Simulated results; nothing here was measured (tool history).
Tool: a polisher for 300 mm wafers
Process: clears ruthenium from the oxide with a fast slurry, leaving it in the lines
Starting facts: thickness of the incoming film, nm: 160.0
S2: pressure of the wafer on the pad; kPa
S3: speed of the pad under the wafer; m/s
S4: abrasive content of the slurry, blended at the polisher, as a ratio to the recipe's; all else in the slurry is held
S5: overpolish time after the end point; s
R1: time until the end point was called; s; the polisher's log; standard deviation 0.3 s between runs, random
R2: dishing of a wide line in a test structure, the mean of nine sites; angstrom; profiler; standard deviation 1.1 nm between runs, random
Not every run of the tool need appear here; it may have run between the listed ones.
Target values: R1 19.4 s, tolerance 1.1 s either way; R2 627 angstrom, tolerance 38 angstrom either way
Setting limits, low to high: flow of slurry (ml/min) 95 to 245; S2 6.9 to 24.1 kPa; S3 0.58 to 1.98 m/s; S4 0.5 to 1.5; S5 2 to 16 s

Run 1, hour 0: flow of slurry (ml/min) 155, S2 15.2 kPa, S3 1.28 m/s, S4 1, S5 8 s. Result: R1 31.183 s, R2 309.75 angstrom.
Run 2, hour 8.4: flow of slurry (ml/min) 155, S2 17.2 kPa, S3 1.3 m/s, S4 1, S5 9 s. Result: R1 27.855 s, R2 377.56 angstrom.
Run 3, hour 9.5: flow of slurry (ml/min) 155, S2 19.3 kPa, S3 1.32 m/s, S4 1, S5 10 s. Result: R1 25.113 s, R2 439.5 angstrom.
Run 4, hour 12.6: flow of slurry (ml/min) 155, S2 19.3 kPa, S3 1.32 m/s, S4 1, S5 8 s. Result: R1 24.581 s, R2 358.69 angstrom.
Run 5, hour 14: flow of slurry (ml/min) 155, S2 20 kPa, S3 1.36 m/s, S4 1, S5 9 s. Result: R1 23.497 s, R2 417.52 angstrom.
Run 6, hour 20: flow of slurry (ml/min) 155, S2 20 kPa, S3 1.36 m/s, S4 0.85, S5 9 s. Result: R1 23.92 s, R2 409.31 angstrom.
Run 7, hour 28.2: flow of slurry (ml/min) 155, S2 20.7 kPa, S3 1.38 m/s, S4 0.85, S5 10 s. Result: R1 23.604 s, R2 457.47 angstrom.
Run 8, hour 35: flow of slurry (ml/min) 155, S2 21.4 kPa, S3 1.4 m/s, S4 0.85, S5 10 s. Result: R1 22.748 s, R2 471.44 angstrom.
Run 9, hour 39.9: flow of slurry (ml/min) 155, S2 22.1 kPa, S3 1.42 m/s, S4 0.85, S5 10 s. Result: R1 21.934 s, R2 485.04 angstrom.
Run 10, hour 48.1: flow of slurry (ml/min) 155, S2 22.8 kPa, S3 1.44 m/s, S4 0.85, S5 10 s. Result: R1 20.469 s, R2 496.84 angstrom.
Run 11, hour 50.2: flow of slurry (ml/min) 155, S2 22.8 kPa, S3 1.46 m/s, S4 0.85, S5 11 s. Result: R1 20.21 s, R2 537.82 angstrom.
Run 12, hour 54.7: flow of slurry (ml/min) 160, S2 23.4 kPa, S3 1.46 m/s, S4 0.85, S5 12 s. Result: R1 19.653 s, R2 583.66 angstrom.

Consider the 5 candidate settings below. Which is the only one whose results all fall within their allowed miss of target?
Run A, hour 59.2: flow of slurry (ml/min) 145, S2 24.1 kPa, S3 1.48 m/s, S4 0.75, S5 11 s. Result: R1 ?, R2 ?.
Run B, hour 59.2: flow of slurry (ml/min) 170, S2 24.1 kPa, S3 1.48 m/s, S4 0.95, S5 9 s. Result: R1 ?, R2 ?.
Run C, hour 59.2: flow of slurry (ml/min) 185, S2 24.1 kPa, S3 1.28 m/s, S4 1.1, S5 13 s. Result: R1 ?, R2 ?.
Run D, hour 59.2: flow of slurry (ml/min) 185, S2 24.1 kPa, S3 1.44 m/s, S4 0.85, S5 16 s. Result: R1 ?, R2 ?.
Run E, hour 59.2: flow of slurry (ml/min) 130, S2 24.1 kPa, S3 1.38 m/s, S4 0.95, S5 10 s. Result: R1 ?, R2 ?.

move      R1      R2
   A  20.635  542.89
   B  18.599  507.85
   C  20.178  613.84
   D  19.521  705.78
   E  20.977  502.53
A: lands further from the targets than the last run did
B: lands further from the targets than the last run did
C: all results in spec
D: the result that was furthest off in the last run now lies on the other side of its target
E: lands further from the targets than the last run did
Go with C: it meets all targets.
